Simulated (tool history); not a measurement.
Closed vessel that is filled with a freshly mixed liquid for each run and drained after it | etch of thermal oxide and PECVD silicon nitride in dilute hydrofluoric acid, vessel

run,hour,temperature setpoint of the liquid (°C),parts of water to one part of 49 % hydrofluoric acid (parts by volume),time in the liquid (s),thickness taken off the thermal oxide on a monitor wafer (angstrom),thickness taken off the PECVD silicon nitride on a monitor wafer (angstrom)
1,0.0,22.0,205,1320,297.30,233.88
2,2.6,23.5,225,1360,289.24,240.25
3,3.8,24.5,240,1390,283.19,245.59
4,7.4,25.0,250,1415,277.00,247.66
5,11.4,28.0,250,1415,309.58,294.79
6,12.6,27.5,260,1435,293.00,281.50

Estimate the outcome of run 7 from the log above:
7,21.1,27.0,265,1445,?,?

Run 7 came out at thickness taken off the thermal oxide on a monitor wafer (angstrom) 283.19, thickness taken off the PECVD silicon nitride on a monitor wafer (angstrom) 269.43.
